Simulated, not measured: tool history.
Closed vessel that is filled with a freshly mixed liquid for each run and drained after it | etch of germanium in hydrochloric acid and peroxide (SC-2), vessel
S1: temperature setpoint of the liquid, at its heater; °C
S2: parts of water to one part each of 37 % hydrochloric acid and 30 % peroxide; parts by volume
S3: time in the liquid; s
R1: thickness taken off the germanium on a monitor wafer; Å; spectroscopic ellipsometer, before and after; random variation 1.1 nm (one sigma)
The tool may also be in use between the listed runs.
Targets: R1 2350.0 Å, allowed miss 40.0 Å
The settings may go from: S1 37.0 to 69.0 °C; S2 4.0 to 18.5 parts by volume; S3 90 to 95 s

run,day,S1,S2,S3,R1
1,0.000,53.0,10.5,90,2920.7
2,0.167,51.0,10.5,90,2738.7
3,0.350,51.0,10.5,90,2751.5
4,0.692,51.0,10.5,90,2761.5
5,0.808,49.5,10.5,90,2639.6
6,0.875,48.5,10.5,90,2558.4
7,0.938,47.5,10.5,90,2487.7
8,1.021,47.0,10.5,90,2430.8

Which of these 4 next moves meets every target?
A,1.104,47.5,10.0,90,?
B,1.104,46.0,10.5,90,?
C,1.104,47.0,10.0,95,?
D,1.104,48.0,7.0,90,?

move,R1
A,2476.9
B,2349.6
C,2572.9
D,2581.3
A: further off than the last run
B: meets every target
C: further off than the last run
D: further off than the last run
Move B is the one to make.
